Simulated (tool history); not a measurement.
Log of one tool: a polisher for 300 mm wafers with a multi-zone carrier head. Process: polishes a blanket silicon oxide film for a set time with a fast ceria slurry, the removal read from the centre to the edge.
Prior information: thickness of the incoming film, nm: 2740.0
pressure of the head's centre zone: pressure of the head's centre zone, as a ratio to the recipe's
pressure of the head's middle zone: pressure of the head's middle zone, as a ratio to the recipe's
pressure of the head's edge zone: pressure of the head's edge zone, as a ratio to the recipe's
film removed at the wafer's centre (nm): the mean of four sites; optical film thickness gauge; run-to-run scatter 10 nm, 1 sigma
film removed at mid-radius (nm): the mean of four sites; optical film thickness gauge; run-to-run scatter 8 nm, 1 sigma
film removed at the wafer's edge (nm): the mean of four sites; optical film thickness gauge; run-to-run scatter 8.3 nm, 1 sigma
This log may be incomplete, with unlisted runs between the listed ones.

run	hour	flow of slurry (ml/min)	pressure of the head's centre zone	pressure of the head's middle zone	pressure of the head's edge zone	polishing time (s)	film removed at the wafer's centre (nm)	film removed at mid-radius (nm)	film removed at the wafer's edge (nm)
1	0	300	1	1	1	71	885.23	875.32	922.96
2	2.2	310	1.02	1	1	71	893.9	874.7	912.33
3	6.5	310	1.04	1	1	71	922.17	873.37	914.12
4	12.8	310	1.04	1	1	64	833.52	794.86	837.97
5	14.2	315	1.06	1.01	1.01	65	841.93	806.22	838.99
6	21.8	315	1.06	1.01	1.01	51	664	636.5	659.09
7	28	315	1.08	1.01	1.01	54	731.17	685.35	703.96
8	31.5	315	1.09	1.01	1.02	57	764.31	708.13	740.46
9	40.3	315	1.1	1.02	1.02	59	798.11	745.58	763.95
10	44.6	315	1.11	1.02	1.02	61	847.04	769.84	794.33
11	49	315	1.12	1.03	1.03	62	839.3	797.12	798.69
12	53.7	315	1.13	1.03	1.03	63	885.35	788.03	829.39
13	61.9	315	1.14	1.04	1.03	64	887.92	823.01	836.43
14	69.8	320	1.15	1.04	1.03	65	927.73	826.3	844.35
15	74.5	320	1.16	1.04	1.04	66	958.51	850.4	861.77
16	83.5	325	1.16	1.04	1.05	66	941.63	836.23	866.44

Run 17 has not been measured yet. What should we expect?
17	86.9	325	1.16	1.04	1.05	67	?	?	?

Run 17 measured film removed at the wafer's centre (nm) 963.03, film removed at mid-radius (nm) 862.66, film removed at the wafer's edge (nm) 882.17.
